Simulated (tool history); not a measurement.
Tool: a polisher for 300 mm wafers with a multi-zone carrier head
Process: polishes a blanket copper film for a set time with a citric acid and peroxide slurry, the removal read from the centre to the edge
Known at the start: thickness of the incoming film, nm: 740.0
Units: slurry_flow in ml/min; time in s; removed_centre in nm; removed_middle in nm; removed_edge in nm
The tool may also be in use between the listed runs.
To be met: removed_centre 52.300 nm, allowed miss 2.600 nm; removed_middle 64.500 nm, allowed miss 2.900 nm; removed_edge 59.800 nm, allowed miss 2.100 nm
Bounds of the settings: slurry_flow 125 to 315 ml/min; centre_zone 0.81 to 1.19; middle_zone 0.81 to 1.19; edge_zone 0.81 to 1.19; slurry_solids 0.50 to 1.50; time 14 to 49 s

run 1 hour=0.0 | slurry_flow=205 centre_zone=1.00 middle_zone=1.00 edge_zone=1.00 slurry_solids=1.00 time=31 | removed_centre=51.030 removed_middle=51.022 removed_edge=50.518
run 2 hour=6.4 | slurry_flow=205 centre_zone=1.00 middle_zone=1.00 edge_zone=0.94 slurry_solids=1.00 time=31 | removed_centre=51.762 removed_middle=50.367 removed_edge=49.423
run 3 hour=9.5 | slurry_flow=205 centre_zone=1.00 middle_zone=1.03 edge_zone=0.94 slurry_solids=1.00 time=31 | removed_centre=52.318 removed_middle=52.397 removed_edge=49.748
run 4 hour=11.4 | slurry_flow=205 centre_zone=1.00 middle_zone=1.03 edge_zone=0.94 slurry_solids=1.00 time=34 | removed_centre=58.346 removed_middle=58.783 removed_edge=53.232
run 5 hour=13.5 | slurry_flow=205 centre_zone=1.07 middle_zone=1.03 edge_zone=0.94 slurry_solids=1.00 time=34 | removed_centre=59.907 removed_middle=58.926 removed_edge=54.502
run 6 hour=17.3 | slurry_flow=205 centre_zone=1.12 middle_zone=1.03 edge_zone=0.94 slurry_solids=1.00 time=34 | removed_centre=63.589 removed_middle=57.156 removed_edge=53.476
run 7 hour=20.3 | slurry_flow=205 centre_zone=1.07 middle_zone=1.04 edge_zone=0.97 slurry_solids=1.00 time=34 | removed_centre=60.840 removed_middle=58.281 removed_edge=53.995
run 8 hour=23.7 | slurry_flow=205 centre_zone=1.07 middle_zone=1.04 edge_zone=0.97 slurry_solids=1.00 time=34 | removed_centre=61.356 removed_middle=60.021 removed_edge=53.705
run 9 hour=30.9 | slurry_flow=200 centre_zone=0.97 middle_zone=1.09 edge_zone=1.07 slurry_solids=1.15 time=34 | removed_centre=57.416 removed_middle=63.055 removed_edge=57.546

Which of these 5 next moves meets every target?
run A hour=38.1 | slurry_flow=170 centre_zone=1.08 middle_zone=1.07 edge_zone=1.02 slurry_solids=1.15 time=35 | removed_centre=? removed_middle=? removed_edge=?
run B hour=38.1 | slurry_flow=225 centre_zone=0.89 middle_zone=1.10 edge_zone=1.09 slurry_solids=1.00 time=35 | removed_centre=? removed_middle=? removed_edge=?
run C hour=38.1 | slurry_flow=180 centre_zone=0.81 middle_zone=1.10 edge_zone=1.14 slurry_solids=1.05 time=34 | removed_centre=? removed_middle=? removed_edge=?
run D hour=38.1 | slurry_flow=165 centre_zone=0.81 middle_zone=1.12 edge_zone=1.19 slurry_solids=1.15 time=34 | removed_centre=? removed_middle=? removed_edge=?
run E hour=38.1 | slurry_flow=175 centre_zone=1.07 middle_zone=1.13 edge_zone=0.88 slurry_solids=0.95 time=35 | removed_centre=? removed_middle=? removed_edge=?

move=A removed_centre=63.402 removed_middle=60.939 removed_edge=57.049
move=B removed_centre=53.356 removed_middle=63.444 removed_edge=59.066
move=C removed_centre=45.782 removed_middle=60.130 removed_edge=57.666
move=D removed_centre=45.803 removed_middle=61.153 removed_edge=59.240
move=E removed_centre=60.833 removed_middle=61.641 removed_edge=51.702
A: further off than the last run
B: meets every target
C: takes the result that was furthest off past its target
D: takes the result that was furthest off past its target
E: further off than the last run
The right move is B.
